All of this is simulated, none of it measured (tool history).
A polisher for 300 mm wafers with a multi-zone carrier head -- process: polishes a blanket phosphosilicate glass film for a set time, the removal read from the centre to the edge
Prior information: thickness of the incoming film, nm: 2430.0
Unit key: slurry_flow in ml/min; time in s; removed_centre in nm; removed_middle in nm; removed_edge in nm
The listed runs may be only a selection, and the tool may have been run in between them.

run  hour  slurry_flow  centre_zone  middle_zone  edge_zone  slurry_solids  time  removed_centre  removed_middle  removed_edge
  1   0.0          280         1.00         1.00       1.00           1.00    49          330.20          343.85        339.64
  2   1.1          280         1.01         1.02       1.02           1.10    49          347.58          362.63        351.81
  3   6.2          280         1.01         1.02       1.02           1.10    41          295.06          304.56        304.26
  4  10.1          285         1.01         1.04       1.04           1.20    43          317.42          334.05        328.44
  5  13.5          285         1.01         1.04       1.04           1.30    43          325.82          349.15        339.05
  6  15.3          335         1.01         1.04       1.04           1.30    43          338.64          352.72        342.38
  7  22.5          330         1.02         1.05       1.05           1.35    45          354.66          375.16        365.48
  8  26.1          330         1.03         1.06       1.06           1.40    46          375.09          383.43        382.92
  9  30.9          330         1.03         1.08       1.06           1.40    47          385.12          408.36        382.84
 10  38.2          330         1.03         1.09       1.07           1.40    48          395.25          413.11        399.46
 11  42.4          330         1.03         1.09       1.07           1.40    48          387.85          417.62        394.64
 12  51.4          330         1.04         1.10       1.08           1.40    48          395.42          419.58        402.46
 13  52.0          330         1.05         1.11       1.09           1.40    48          394.12          423.36        401.04
 14  52.7          330         1.06         1.12       1.10           1.40    48          406.68          428.60        396.11
 15  55.2          330         1.06         1.12       1.11           1.40    48          401.26          424.02        402.49

For run 16, what comes out?
 16  62.3          330         1.06         1.13       1.12           1.40    48               ?               ?             ?

{"run 16": {"removed_centre": 400.73, "removed_middle": 431.37, "removed_edge": 403.64}}
